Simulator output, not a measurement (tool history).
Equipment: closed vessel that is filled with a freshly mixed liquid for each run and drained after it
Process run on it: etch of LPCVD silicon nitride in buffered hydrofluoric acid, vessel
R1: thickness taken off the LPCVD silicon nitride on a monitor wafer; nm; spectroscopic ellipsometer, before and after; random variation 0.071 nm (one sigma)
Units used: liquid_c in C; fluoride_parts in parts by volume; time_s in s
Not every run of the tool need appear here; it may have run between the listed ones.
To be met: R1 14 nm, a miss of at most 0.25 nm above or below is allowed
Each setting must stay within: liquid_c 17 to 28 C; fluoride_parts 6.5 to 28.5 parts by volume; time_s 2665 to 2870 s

Run 1, hour 0: liquid_c 20 C, fluoride_parts 17.5 parts by volume, time_s 2665 s. Result: R1 19.581 nm.
Run 2, hour 7.5: liquid_c 21.5 C, fluoride_parts 17.5 parts by volume, time_s 2665 s. Result: R1 21.251 nm.
Run 3, hour 12.1: liquid_c 25 C, fluoride_parts 17.5 parts by volume, time_s 2665 s. Result: R1 25.528 nm.
Run 4, hour 18.2: liquid_c 23.5 C, fluoride_parts 18 parts by volume, time_s 2665 s. Result: R1 23.031 nm.
Run 5, hour 25.2: liquid_c 22.5 C, fluoride_parts 18.5 parts by volume, time_s 2665 s. Result: R1 21.13 nm.
Run 6, hour 30.7: liquid_c 21.5 C, fluoride_parts 19 parts by volume, time_s 2665 s. Result: R1 19.634 nm.
Run 7, hour 37.6: liquid_c 20.5 C, fluoride_parts 19.5 parts by volume, time_s 2665 s. Result: R1 17.939 nm.
Run 8, hour 39.6: liquid_c 20 C, fluoride_parts 19.5 parts by volume, time_s 2665 s. Result: R1 17.505 nm.
Run 9, hour 48.2: liquid_c 19.5 C, fluoride_parts 19.5 parts by volume, time_s 2665 s. Result: R1 17.095 nm.
Run 10, hour 55.4: liquid_c 19 C, fluoride_parts 19.5 parts by volume, time_s 2665 s. Result: R1 16.499 nm.
Run 11, hour 60: liquid_c 18.5 C, fluoride_parts 19.5 parts by volume, time_s 2665 s. Result: R1 16.137 nm.
Run 12, hour 61.2: liquid_c 18 C, fluoride_parts 19.5 parts by volume, time_s 2665 s. Result: R1 15.674 nm.
Run 13, hour 68.1: liquid_c 17.5 C, fluoride_parts 20 parts by volume, time_s 2665 s. Result: R1 14.658 nm.
Run 14, hour 75.9: liquid_c 17 C, fluoride_parts 20 parts by volume, time_s 2665 s. Result: R1 14.359 nm.

Which of these 4 next moves meets every target?
Run A, hour 83.7: liquid_c 17 C, fluoride_parts 21.5 parts by volume, time_s 2865 s. Result: R1 ?.
Run B, hour 83.7: liquid_c 17 C, fluoride_parts 20.5 parts by volume, time_s 2760 s. Result: R1 ?.
Run C, hour 83.7: liquid_c 18 C, fluoride_parts 24 parts by volume, time_s 2760 s. Result: R1 ?.
Run D, hour 83.7: liquid_c 17.5 C, fluoride_parts 21 parts by volume, time_s 2715 s. Result: R1 ?.

move      R1
   A  14.819
   B  14.753
   C  14.007
   D  14.687
A: moves away from the targets compared with the last run
B: moves away from the targets compared with the last run
C: each result inside its tolerance
D: moves away from the targets compared with the last run
The move that meets every target is C.
